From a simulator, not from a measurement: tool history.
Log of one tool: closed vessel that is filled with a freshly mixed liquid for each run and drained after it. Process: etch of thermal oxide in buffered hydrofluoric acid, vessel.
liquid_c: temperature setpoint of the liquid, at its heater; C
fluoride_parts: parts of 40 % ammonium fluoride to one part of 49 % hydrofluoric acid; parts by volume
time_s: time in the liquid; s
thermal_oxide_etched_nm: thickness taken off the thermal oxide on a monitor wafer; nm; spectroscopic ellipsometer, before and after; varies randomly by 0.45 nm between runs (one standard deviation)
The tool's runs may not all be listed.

{"run": 1, "hour": 0.0, "liquid_c": 23, "fluoride_parts": 20, "time_s": 140, "thermal_oxide_etched_nm": 69.779}
{"run": 2, "hour": 6.4, "liquid_c": 23, "fluoride_parts": 24.5, "time_s": 140, "thermal_oxide_etched_nm": 60.671}
{"run": 3, "hour": 12.8, "liquid_c": 23, "fluoride_parts": 19.5, "time_s": 140, "thermal_oxide_etched_nm": 71.906}
{"run": 4, "hour": 20.9, "liquid_c": 23, "fluoride_parts": 19.5, "time_s": 140, "thermal_oxide_etched_nm": 71.411}
{"run": 5, "hour": 27.9, "liquid_c": 21.5, "fluoride_parts": 19.5, "time_s": 140, "thermal_oxide_etched_nm": 65.53}
{"run": 6, "hour": 36.6, "liquid_c": 23.5, "fluoride_parts": 19.5, "time_s": 140, "thermal_oxide_etched_nm": 74.363}
{"run": 7, "hour": 37.9, "liquid_c": 22, "fluoride_parts": 19.5, "time_s": 140, "thermal_oxide_etched_nm": 68.762}

What does the tool deliver on the next run?
{"run": 8, "hour": 41.1, "liquid_c": 20.5, "fluoride_parts": 20, "time_s": 140, "thermal_oxide_etched_nm": "?"}

{"run 8": {"thermal_oxide_etched_nm": 60.676}}
